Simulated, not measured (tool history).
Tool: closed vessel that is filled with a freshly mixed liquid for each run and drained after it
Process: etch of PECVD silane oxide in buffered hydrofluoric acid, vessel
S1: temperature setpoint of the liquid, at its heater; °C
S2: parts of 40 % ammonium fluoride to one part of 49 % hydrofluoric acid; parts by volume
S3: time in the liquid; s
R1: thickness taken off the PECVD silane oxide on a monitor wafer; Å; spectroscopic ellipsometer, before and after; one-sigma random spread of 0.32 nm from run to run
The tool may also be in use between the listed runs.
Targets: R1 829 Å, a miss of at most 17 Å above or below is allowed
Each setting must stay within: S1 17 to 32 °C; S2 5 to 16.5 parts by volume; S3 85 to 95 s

Run 1, hour 0: S1 24 °C, S2 10 parts by volume, S3 85 s. Result: R1 1650.6 Å.
Run 2, hour 3: S1 26.5 °C, S2 10 parts by volume, S3 85 s. Result: R1 1899.9 Å.
Run 3, hour 8.8: S1 26.5 °C, S2 10 parts by volume, S3 85 s. Result: R1 1892.8 Å.
Run 4, hour 11.3: S1 26.5 °C, S2 12.5 parts by volume, S3 85 s. Result: R1 1525.9 Å.
Run 5, hour 15.5: S1 23.5 °C, S2 13 parts by volume, S3 85 s. Result: R1 1249.1 Å.
Run 6, hour 18.1: S1 26.5 °C, S2 13 parts by volume, S3 85 s. Result: R1 1470.7 Å.
Run 7, hour 22.7: S1 22.5 °C, S2 14 parts by volume, S3 85 s. Result: R1 1093.5 Å.
Run 8, hour 28.4: S1 18.5 °C, S2 14 parts by volume, S3 85 s. Result: R1 880.7 Å.
Run 9, hour 36.4: S1 18 °C, S2 14 parts by volume, S3 85 s. Result: R1 856.18 Å.
Run 10, hour 41.7: S1 18 °C, S2 14 parts by volume, S3 85 s. Result: R1 851.27 Å.

4 next moves are on the table. One of them brings every result within its allowed miss. Which?
Run A, hour 47: S1 17.5 °C, S2 14 parts by volume, S3 90 s. Result: R1 ?.
Run B, hour 47: S1 17 °C, S2 13.5 parts by volume, S3 85 s. Result: R1 ?.
Run C, hour 47: S1 21.5 °C, S2 16.5 parts by volume, S3 85 s. Result: R1 ?.
Run D, hour 47: S1 19 °C, S2 14.5 parts by volume, S3 85 s. Result: R1 ?.

move      R1
   A  880.79
   B  837.85
   C  886.27
   D  875.01
A: misses by more than the last run did
B: hits every target within its allowed miss
C: misses by more than the last run did
D: misses by more than the last run did
B meets every target.

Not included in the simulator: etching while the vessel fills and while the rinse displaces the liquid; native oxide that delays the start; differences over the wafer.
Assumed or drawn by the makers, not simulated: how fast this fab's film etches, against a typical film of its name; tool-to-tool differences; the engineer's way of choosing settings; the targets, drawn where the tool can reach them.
